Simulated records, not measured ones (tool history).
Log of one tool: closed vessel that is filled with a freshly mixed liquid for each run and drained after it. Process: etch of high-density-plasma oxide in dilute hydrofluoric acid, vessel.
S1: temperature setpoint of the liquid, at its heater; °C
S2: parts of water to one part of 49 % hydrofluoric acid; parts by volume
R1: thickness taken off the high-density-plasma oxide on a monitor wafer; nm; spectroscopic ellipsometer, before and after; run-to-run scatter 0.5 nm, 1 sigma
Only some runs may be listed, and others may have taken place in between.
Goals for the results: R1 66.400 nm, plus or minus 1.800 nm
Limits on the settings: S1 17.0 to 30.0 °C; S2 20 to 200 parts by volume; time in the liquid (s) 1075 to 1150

Run 1, hour 0.0: S1 22.0 °C, S2 110 parts by volume, time in the liquid (s) 1075. Result: R1 48.411 nm.
Run 2, hour 2.7: S1 23.0 °C, S2 110 parts by volume, time in the liquid (s) 1075. Result: R1 49.129 nm.
Run 3, hour 9.8: S1 23.0 °C, S2 110 parts by volume, time in the liquid (s) 1150. Result: R1 52.845 nm.
Run 4, hour 12.6: S1 21.5 °C, S2 110 parts by volume, time in the liquid (s) 1150. Result: R1 49.705 nm.
Run 5, hour 21.3: S1 20.0 °C, S2 110 parts by volume, time in the liquid (s) 1150. Result: R1 47.133 nm.
Run 6, hour 28.1: S1 21.0 °C, S2 110 parts by volume, time in the liquid (s) 1150. Result: R1 49.093 nm.
Run 7, hour 30.5: S1 22.0 °C, S2 110 parts by volume, time in the liquid (s) 1150. Result: R1 50.744 nm.
Run 8, hour 33.5: S1 22.5 °C, S2 110 parts by volume, time in the liquid (s) 1150. Result: R1 51.976 nm.
Run 9, hour 34.6: S1 23.0 °C, S2 110 parts by volume, time in the liquid (s) 1150. Result: R1 52.973 nm.
Run 10, hour 38.3: S1 23.5 °C, S2 110 parts by volume, time in the liquid (s) 1150. Result: R1 54.114 nm.
Run 11, hour 45.9: S1 24.0 °C, S2 110 parts by volume, time in the liquid (s) 1150. Result: R1 55.587 nm.
Run 12, hour 49.4: S1 24.5 °C, S2 110 parts by volume, time in the liquid (s) 1150. Result: R1 56.074 nm.
Run 13, hour 51.4: S1 25.0 °C, S2 110 parts by volume, time in the liquid (s) 1150. Result: R1 57.460 nm.
Run 14, hour 53.8: S1 25.5 °C, S2 110 parts by volume, time in the liquid (s) 1150. Result: R1 58.259 nm.

Exactly one of the 5 candidate moves below puts every result within its allowed miss. Which one?
Run A, hour 56.2: S1 25.5 °C, S2 85 parts by volume, time in the liquid (s) 1075. Result: R1 ?.
Run B, hour 56.2: S1 29.0 °C, S2 105 parts by volume, time in the liquid (s) 1075. Result: R1 ?.
Run C, hour 56.2: S1 30.0 °C, S2 100 parts by volume, time in the liquid (s) 1075. Result: R1 ?.
Run D, hour 56.2: S1 25.0 °C, S2 90 parts by volume, time in the liquid (s) 1145. Result: R1 ?.
Run E, hour 56.2: S1 30.0 °C, S2 110 parts by volume, time in the liquid (s) 1150. Result: R1 ?.

move      R1
   A  73.955
   B  66.724
   C  73.251
   D  72.469
   E  70.246
A: carries the result that was furthest off beyond its target, to the other side
B: all results land within tolerance of their targets
C: carries the result that was furthest off beyond its target, to the other side
D: carries the result that was furthest off beyond its target, to the other side
E: carries the result that was furthest off beyond its target, to the other side
Move B is the one to make.
